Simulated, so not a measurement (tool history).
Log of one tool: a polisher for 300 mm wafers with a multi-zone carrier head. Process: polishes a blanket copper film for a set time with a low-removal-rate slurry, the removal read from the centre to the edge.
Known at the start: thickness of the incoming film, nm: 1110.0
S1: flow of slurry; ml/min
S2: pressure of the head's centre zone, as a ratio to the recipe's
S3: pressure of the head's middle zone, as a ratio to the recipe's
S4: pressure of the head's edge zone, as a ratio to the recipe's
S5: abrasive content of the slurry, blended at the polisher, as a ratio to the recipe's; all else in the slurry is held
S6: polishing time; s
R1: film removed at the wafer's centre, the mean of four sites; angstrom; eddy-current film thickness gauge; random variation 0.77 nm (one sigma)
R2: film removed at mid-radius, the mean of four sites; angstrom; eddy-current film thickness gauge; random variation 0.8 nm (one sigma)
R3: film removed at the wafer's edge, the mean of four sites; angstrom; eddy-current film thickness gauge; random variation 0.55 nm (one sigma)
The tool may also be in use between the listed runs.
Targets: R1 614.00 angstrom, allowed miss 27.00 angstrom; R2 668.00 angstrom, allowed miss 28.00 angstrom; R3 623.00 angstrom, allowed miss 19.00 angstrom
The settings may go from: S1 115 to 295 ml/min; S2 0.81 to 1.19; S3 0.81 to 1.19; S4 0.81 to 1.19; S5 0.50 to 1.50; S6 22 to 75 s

run  hour   S1    S2    S3    S4    S5  S6       R1       R2       R3
  1   0.0  190  1.00  1.00  1.00  1.00  48   906.94   870.93   886.85
  2   0.7  190  1.00  1.00  1.00  1.00  55  1037.20  1013.60  1004.10
  3   1.4  230  1.00  1.00  1.00  1.00  55  1034.70  1033.10  1026.60
  4   6.7  230  1.00  1.00  1.00  1.00  45   852.63   839.35   842.56
  5   8.8  230  1.00  0.93  1.00  1.00  45   849.31   794.14   842.10
  6  13.3  230  0.97  0.95  0.96  0.85  43   777.03   739.07   748.48
  7  17.2  235  0.93  0.96  0.95  0.80  42   708.78   713.03   711.63
  8  23.9  235  0.90  0.96  0.92  0.75  42   688.57   699.57   699.32
  9  29.4  235  0.88  0.97  0.90  0.70  42   671.45   693.59   687.59
 10  35.0  235  0.87  0.98  0.88  0.65  42   642.60   680.27   654.45
 11  36.7  230  0.86  0.98  0.87  0.65  42   644.31   682.48   655.22
 12  37.5  215  0.83  0.99  0.82  0.55  42   589.70   655.40   598.01
 13  43.9  220  0.83  0.99  0.83  0.55  42   585.98   652.48   604.50

4 next moves are on the table. One of them brings every result within its allowed miss. Which?
  A  50.3  230  0.91  0.92  0.85  0.50  42   ?   ?   ?
  B  50.3  225  0.83  0.95  0.87  0.50  41   ?   ?   ?
  C  50.3  210  0.86  1.01  0.87  0.65  41   ?   ?   ?
  D  50.3  245  0.85  0.97  0.93  0.50  40   ?   ?   ?

move      R1      R2      R3
   A  615.03  608.75  587.27
   B  562.93  608.96  577.95
   C  618.55  688.38  621.46
   D  564.21  610.52  585.54
A: brings the result that was furthest off to its target, and leaves another outside
B: further off than the last run
C: meets every target
D: further off than the last run
Move C is the one to make.
